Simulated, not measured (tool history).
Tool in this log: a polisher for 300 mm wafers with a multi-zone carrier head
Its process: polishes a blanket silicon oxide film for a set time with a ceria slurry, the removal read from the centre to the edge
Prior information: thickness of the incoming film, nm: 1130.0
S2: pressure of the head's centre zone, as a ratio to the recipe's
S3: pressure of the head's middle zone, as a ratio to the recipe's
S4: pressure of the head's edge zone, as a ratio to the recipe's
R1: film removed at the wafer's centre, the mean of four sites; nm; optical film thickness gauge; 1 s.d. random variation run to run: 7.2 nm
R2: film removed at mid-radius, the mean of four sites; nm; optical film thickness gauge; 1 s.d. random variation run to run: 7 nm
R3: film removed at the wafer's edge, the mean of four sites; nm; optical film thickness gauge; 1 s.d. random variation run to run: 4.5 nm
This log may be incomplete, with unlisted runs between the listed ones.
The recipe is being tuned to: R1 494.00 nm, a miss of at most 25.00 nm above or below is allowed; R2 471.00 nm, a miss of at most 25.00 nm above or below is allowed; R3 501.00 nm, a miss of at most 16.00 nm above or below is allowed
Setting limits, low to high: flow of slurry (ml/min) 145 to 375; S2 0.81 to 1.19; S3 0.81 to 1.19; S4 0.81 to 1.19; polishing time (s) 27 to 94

{"run": 1, "hour": 0.0, "flow of slurry (ml/min)": 240, "S2": 1.0, "S3": 1.0, "S4": 1.0, "polishing time (s)": 60, "R1": 325.88, "R2": 326.36, "R3": 322.29}
{"run": 2, "hour": 8.8, "flow of slurry (ml/min)": 245, "S2": 1.01, "S3": 1.0, "S4": 1.04, "polishing time (s)": 66, "R1": 364.45, "R2": 364.86, "R3": 363.14}
{"run": 3, "hour": 17.3, "flow of slurry (ml/min)": 280, "S2": 1.01, "S3": 1.0, "S4": 1.04, "polishing time (s)": 66, "R1": 370.22, "R2": 363.72, "R3": 371.5}
{"run": 4, "hour": 22.9, "flow of slurry (ml/min)": 290, "S2": 1.02, "S3": 1.01, "S4": 1.07, "polishing time (s)": 70, "R1": 406.75, "R2": 399.47, "R3": 394.56}
{"run": 5, "hour": 25.1, "flow of slurry (ml/min)": 290, "S2": 1.01, "S3": 0.99, "S4": 1.08, "polishing time (s)": 74, "R1": 417.26, "R2": 407.92, "R3": 430.98}
{"run": 6, "hour": 26.9, "flow of slurry (ml/min)": 290, "S2": 1.08, "S3": 0.99, "S4": 1.08, "polishing time (s)": 74, "R1": 453.61, "R2": 401.45, "R3": 420.99}
{"run": 7, "hour": 35.4, "flow of slurry (ml/min)": 295, "S2": 1.07, "S3": 0.99, "S4": 1.1, "polishing time (s)": 76, "R1": 470.89, "R2": 416.2, "R3": 435.72}
{"run": 8, "hour": 42.0, "flow of slurry (ml/min)": 300, "S2": 1.05, "S3": 0.99, "S4": 1.11, "polishing time (s)": 78, "R1": 461.61, "R2": 430.2, "R3": 454.15}
{"run": 9, "hour": 44.5, "flow of slurry (ml/min)": 305, "S2": 1.05, "S3": 0.99, "S4": 1.12, "polishing time (s)": 80, "R1": 473.16, "R2": 452.56, "R3": 464.84}
{"run": 10, "hour": 45.6, "flow of slurry (ml/min)": 305, "S2": 1.05, "S3": 0.99, "S4": 1.12, "polishing time (s)": 80, "R1": 481.24, "R2": 456.28, "R3": 473.63}
{"run": 11, "hour": 52.8, "flow of slurry (ml/min)": 310, "S2": 1.05, "S3": 0.99, "S4": 1.13, "polishing time (s)": 81, "R1": 470.26, "R2": 450.91, "R3": 471.72}
{"run": 12, "hour": 57.8, "flow of slurry (ml/min)": 310, "S2": 1.05, "S3": 0.99, "S4": 1.13, "polishing time (s)": 82, "R1": 501.72, "R2": 462.16, "R3": 476.81}

Consider the 4 candidate settings below. Which is the only one whose results all fall within their allowed miss of target?
{"run": "A", "hour": 62.8, "flow of slurry (ml/min)": 375, "S2": 1.12, "S3": 0.9, "S4": 1.08, "polishing time (s)": 85, "R1": "?", "R2": "?", "R3": "?"}
{"run": "B", "hour": 62.8, "flow of slurry (ml/min)": 330, "S2": 1.04, "S3": 1.09, "S4": 1.09, "polishing time (s)": 82, "R1": "?", "R2": "?", "R3": "?"}
{"run": "C", "hour": 62.8, "flow of slurry (ml/min)": 355, "S2": 1.13, "S3": 1.18, "S4": 1.15, "polishing time (s)": 74, "R1": "?", "R2": "?", "R3": "?"}
{"run": "D", "hour": 62.8, "flow of slurry (ml/min)": 285, "S2": 1.02, "S3": 0.97, "S4": 1.11, "polishing time (s)": 87, "R1": "?", "R2": "?", "R3": "?"}

move=A R1=566.12 R2=444.06 R3=494.92
move=B R1=501.30 R2=485.53 R3=474.49
move=C R1=495.63 R2=467.31 R3=441.46
move=D R1=512.76 R2=466.86 R3=502.86
A: brings the last run's worst result on target, with another outside its allowed miss
B: moves away from the targets compared with the last run
C: moves away from the targets compared with the last run
D: every result within its allowed miss
So the answer is move D, the one that meets all the targets.

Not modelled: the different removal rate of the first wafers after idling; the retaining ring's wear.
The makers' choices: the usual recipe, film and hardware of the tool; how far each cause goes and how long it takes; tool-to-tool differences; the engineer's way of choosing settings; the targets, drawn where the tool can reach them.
